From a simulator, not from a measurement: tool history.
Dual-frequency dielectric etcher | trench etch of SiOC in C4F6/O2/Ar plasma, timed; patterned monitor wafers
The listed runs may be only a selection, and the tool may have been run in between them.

run	day	source power (kW)	bias power (kW)	etch time (s)	mean etch depth across the wafer (angstrom)
1	0.000	0.490	0.168	10.0	215.85
2	0.250	0.490	0.168	10.0	216.64
3	0.600	0.490	0.198	10.0	228.80
4	0.775	0.570	0.198	10.0	247.35
5	0.925	0.630	0.198	10.0	264.88
6	1.079	0.560	0.186	10.0	241.22
7	1.217	0.500	0.177	10.0	224.95

The next listed run, before its measurement:
8	1.575	0.460	0.167	10.0	?

mean etch depth across the wafer (angstrom): 207.03

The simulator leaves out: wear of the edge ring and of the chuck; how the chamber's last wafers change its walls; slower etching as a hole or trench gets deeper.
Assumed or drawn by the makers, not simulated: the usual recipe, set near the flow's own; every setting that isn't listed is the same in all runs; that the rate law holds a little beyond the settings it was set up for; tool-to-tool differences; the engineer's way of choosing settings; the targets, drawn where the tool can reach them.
